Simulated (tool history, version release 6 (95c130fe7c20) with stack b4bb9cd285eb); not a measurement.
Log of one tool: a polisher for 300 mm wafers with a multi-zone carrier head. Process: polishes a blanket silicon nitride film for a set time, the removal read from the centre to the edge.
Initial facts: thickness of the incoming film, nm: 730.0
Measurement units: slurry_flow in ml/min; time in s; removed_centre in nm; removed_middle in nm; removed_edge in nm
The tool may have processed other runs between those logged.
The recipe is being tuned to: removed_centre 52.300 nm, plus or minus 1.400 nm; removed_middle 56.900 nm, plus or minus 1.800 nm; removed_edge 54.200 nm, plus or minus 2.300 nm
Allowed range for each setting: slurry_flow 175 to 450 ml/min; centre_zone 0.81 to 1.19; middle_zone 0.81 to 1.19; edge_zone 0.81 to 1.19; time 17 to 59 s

| run | hour | slurry_flow | centre_zone | middle_zone | edge_zone | time | removed_centre | removed_middle | removed_edge |
|---|---|---|---|---|---|---|---|---|---|
| 1 | 0.0 | 290 | 1.00 | 1.00 | 1.00 | 38 | 64.268 | 64.226 | 65.127 |
| 2 | 1.0 | 285 | 0.98 | 1.00 | 0.97 | 37 | 61.082 | 61.305 | 62.493 |
| 3 | 6.6 | 285 | 0.98 | 1.04 | 0.97 | 37 | 60.635 | 63.049 | 61.340 |
| 4 | 9.2 | 280 | 0.96 | 1.04 | 0.94 | 37 | 58.904 | 64.240 | 61.920 |
| 5 | 10.7 | 280 | 0.96 | 1.04 | 0.93 | 36 | 57.191 | 62.357 | 59.587 |
| 6 | 13.2 | 275 | 0.96 | 1.03 | 0.92 | 35 | 55.829 | 60.856 | 57.595 |
| 7 | 15.9 | 270 | 0.96 | 1.02 | 0.91 | 35 | 54.898 | 60.320 | 57.311 |
| 8 | 19.2 | 265 | 0.96 | 1.01 | 0.90 | 35 | 55.350 | 58.275 | 55.760 |
| 9 | 22.8 | 255 | 0.95 | 1.01 | 0.90 | 35 | 53.747 | 59.690 | 56.365 |
| 10 | 31.5 | 250 | 0.95 | 1.00 | 0.89 | 35 | 54.593 | 57.829 | 55.351 |
| 11 | 38.9 | 245 | 0.94 | 1.00 | 0.89 | 35 | 53.925 | 57.998 | 54.619 |
| 12 | 45.1 | 245 | 0.94 | 1.00 | 0.89 | 35 | 53.386 | 57.297 | 57.246 |
| 13 | 46.8 | 245 | 0.94 | 1.00 | 0.88 | 35 | 53.708 | 57.764 | 56.280 |
| 14 | 52.8 | 240 | 0.94 | 1.00 | 0.87 | 35 | 53.806 | 56.999 | 54.339 |

4 candidate next runs follow, results not yet known. Just one meets every target within its allowed miss. Identify it.
| A | 58.8 | 360 | 0.92 | 0.99 | 0.86 | 33 | ? | ? | ? |
| B | 58.8 | 245 | 0.95 | 1.03 | 1.02 | 32 | ? | ? | ? |
| C | 58.8 | 230 | 0.97 | 0.94 | 0.94 | 33 | ? | ? | ? |
| D | 58.8 | 215 | 0.90 | 0.96 | 0.91 | 34 | ? | ? | ? |

| move | removed_centre | removed_middle | removed_edge |
|---|---|---|---|
| A | 52.315 | 56.030 | 53.089 |
| B | 50.134 | 53.682 | 54.058 |
| C | 52.281 | 51.424 | 53.330 |
| D | 49.421 | 53.284 | 53.726 |
A: all results land within tolerance of their targets
B: takes the biggest miss from the last run beyond its target
C: the furthest-off result lands on target, but another misses its tolerance
D: takes the biggest miss from the last run beyond its target
A is the move that brings every result within its allowed miss.

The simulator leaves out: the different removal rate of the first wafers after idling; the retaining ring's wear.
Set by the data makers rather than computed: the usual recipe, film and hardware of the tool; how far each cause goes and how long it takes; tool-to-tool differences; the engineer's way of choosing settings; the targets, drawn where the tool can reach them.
